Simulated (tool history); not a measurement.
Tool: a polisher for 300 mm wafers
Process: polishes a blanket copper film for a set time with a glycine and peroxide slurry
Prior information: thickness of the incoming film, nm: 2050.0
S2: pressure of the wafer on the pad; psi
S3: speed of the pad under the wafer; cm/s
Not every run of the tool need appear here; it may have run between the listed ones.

run 1 hour=0.0 | flow_of_slurry_(ml/min)=180 S2=2.1 S3=106 polishing_time_(s)=57 | film_removed_(Å)=2097.7
run 2 hour=1.4 | flow_of_slurry_(ml/min)=180 S2=2.1 S3=106 polishing_time_(s)=52 | film_removed_(Å)=1971.3
run 3 hour=5.7 | flow_of_slurry_(ml/min)=180 S2=2.1 S3=134 polishing_time_(s)=52 | film_removed_(Å)=2359.2
run 4 hour=11.7 | flow_of_slurry_(ml/min)=180 S2=2.1 S3=134 polishing_time_(s)=57 | film_removed_(Å)=2575.6
run 5 hour=16.9 | flow_of_slurry_(ml/min)=180 S2=1.6 S3=134 polishing_time_(s)=57 | film_removed_(Å)=2248.6
run 6 hour=17.6 | flow_of_slurry_(ml/min)=180 S2=1.5 S3=124 polishing_time_(s)=56 | film_removed_(Å)=1992.9
run 7 hour=21.6 | flow_of_slurry_(ml/min)=180 S2=1.4 S3=116 polishing_time_(s)=56 | film_removed_(Å)=1876.5
run 8 hour=25.9 | flow_of_slurry_(ml/min)=180 S2=1.3 S3=110 polishing_time_(s)=56 | film_removed_(Å)=1721.8
run 9 hour=31.6 | flow_of_slurry_(ml/min)=180 S2=1.2 S3=106 polishing_time_(s)=56 | film_removed_(Å)=1674.2

Estimate the outcome of run 10 from the log above:
run 10 hour=37.9 | flow_of_slurry_(ml/min)=180 S2=1.2 S3=102 polishing_time_(s)=56 | film_removed_(Å)=?

{"run 10": {"film removed (Å)": 1620.0}}
